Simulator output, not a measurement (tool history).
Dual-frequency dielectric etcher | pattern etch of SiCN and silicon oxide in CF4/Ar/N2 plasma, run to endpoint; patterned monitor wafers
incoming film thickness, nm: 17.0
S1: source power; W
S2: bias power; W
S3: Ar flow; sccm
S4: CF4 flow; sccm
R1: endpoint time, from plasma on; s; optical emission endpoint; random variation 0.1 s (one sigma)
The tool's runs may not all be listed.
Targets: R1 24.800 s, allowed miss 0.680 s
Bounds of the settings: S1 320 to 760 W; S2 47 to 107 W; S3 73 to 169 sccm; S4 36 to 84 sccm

run,day,S1,S2,S3,S4,R1
1,0.000,540,77,121,60,18.087
2,0.367,500,76,121,60,19.427
3,0.646,500,76,132,60,19.771
4,0.950,500,76,132,69,19.505
5,1.300,470,75,132,69,20.898
6,1.671,470,64,132,69,22.020
7,2.033,470,64,132,69,22.043
8,2.183,390,62,133,69,27.027
# day 2.438: source power generator calibrated
9,2.438,400,62,133,69,26.865
10,2.517,410,62,133,69,26.171

5 next moves are on the table. One of them brings every result within its allowed miss. Which?
A,2.596,380,63,138,69,?
B,2.596,360,69,134,71,?
C,2.596,420,71,118,55,?
D,2.596,390,60,157,76,?
E,2.596,410,47,144,67,?

move,R1
A,28.352
B,28.765
C,24.703
D,28.304
E,29.347
A: further off than the last run
B: further off than the last run
C: meets every target
D: further off than the last run
E: further off than the last run
The right move is C.
